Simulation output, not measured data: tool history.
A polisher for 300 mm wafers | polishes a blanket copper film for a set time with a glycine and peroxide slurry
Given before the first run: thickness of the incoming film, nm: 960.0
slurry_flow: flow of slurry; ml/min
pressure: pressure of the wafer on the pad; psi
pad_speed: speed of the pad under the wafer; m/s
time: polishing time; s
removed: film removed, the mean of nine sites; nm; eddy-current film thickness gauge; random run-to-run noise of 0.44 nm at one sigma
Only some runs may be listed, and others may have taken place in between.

run 1 hour=0.0 | slurry_flow=140 pressure=2.9 pad_speed=0.96 time=18 | removed=86.881
run 2 hour=4.6 | slurry_flow=135 pressure=2.8 pad_speed=0.96 time=18 | removed=84.515
run 3 hour=10.5 | slurry_flow=135 pressure=2.8 pad_speed=1.06 time=18 | removed=90.606
run 4 hour=12.5 | slurry_flow=130 pressure=2.7 pad_speed=1.06 time=18 | removed=88.281
run 5 hour=19.8 | slurry_flow=125 pressure=2.6 pad_speed=1.06 time=18 | removed=83.307
run 6 hour=26.3 | slurry_flow=120 pressure=2.6 pad_speed=1.06 time=18 | removed=83.142
run 7 hour=30.6 | slurry_flow=115 pressure=2.6 pad_speed=1.06 time=18 | removed=82.997
run 8 hour=31.2 | slurry_flow=110 pressure=2.6 pad_speed=1.06 time=18 | removed=81.572

Run 9, settings as shown, results not yet in. Your forecast:
run 9 hour=35.2 | slurry_flow=85 pressure=2.3 pad_speed=1.06 time=18 | removed=?

removed: 68.292 nm
